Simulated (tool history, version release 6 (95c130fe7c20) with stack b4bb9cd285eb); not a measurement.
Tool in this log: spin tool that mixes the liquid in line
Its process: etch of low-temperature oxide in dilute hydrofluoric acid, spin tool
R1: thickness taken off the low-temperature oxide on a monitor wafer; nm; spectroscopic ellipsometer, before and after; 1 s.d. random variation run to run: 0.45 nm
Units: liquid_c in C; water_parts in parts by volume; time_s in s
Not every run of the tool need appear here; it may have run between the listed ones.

{"run": 1, "hour": 0.0, "liquid_c": 25.0, "water_parts": 210, "time_s": 240, "R1": 17.255}
{"run": 2, "hour": 6.1, "liquid_c": 25.0, "water_parts": 270, "time_s": 240, "R1": 12.569}
{"run": 3, "hour": 14.2, "liquid_c": 21.5, "water_parts": 270, "time_s": 240, "R1": 11.192}
{"run": 4, "hour": 20.4, "liquid_c": 23.5, "water_parts": 225, "time_s": 240, "R1": 14.816}
{"run": 5, "hour": 27.7, "liquid_c": 25.5, "water_parts": 190, "time_s": 240, "R1": 19.882}
{"run": 6, "hour": 36.1, "liquid_c": 23.0, "water_parts": 190, "time_s": 240, "R1": 17.901}
{"run": 7, "hour": 43.7, "liquid_c": 27.0, "water_parts": 105, "time_s": 240, "R1": 42.135}
{"run": 8, "hour": 51.3, "liquid_c": 27.0, "water_parts": 105, "time_s": 240, "R1": 41.646}

For run 9, what comes out?
{"run": 9, "hour": 58.3, "liquid_c": 31.0, "water_parts": 100, "time_s": 240, "R1": "?"}

Logged for run 9: R1 52.202 nm.

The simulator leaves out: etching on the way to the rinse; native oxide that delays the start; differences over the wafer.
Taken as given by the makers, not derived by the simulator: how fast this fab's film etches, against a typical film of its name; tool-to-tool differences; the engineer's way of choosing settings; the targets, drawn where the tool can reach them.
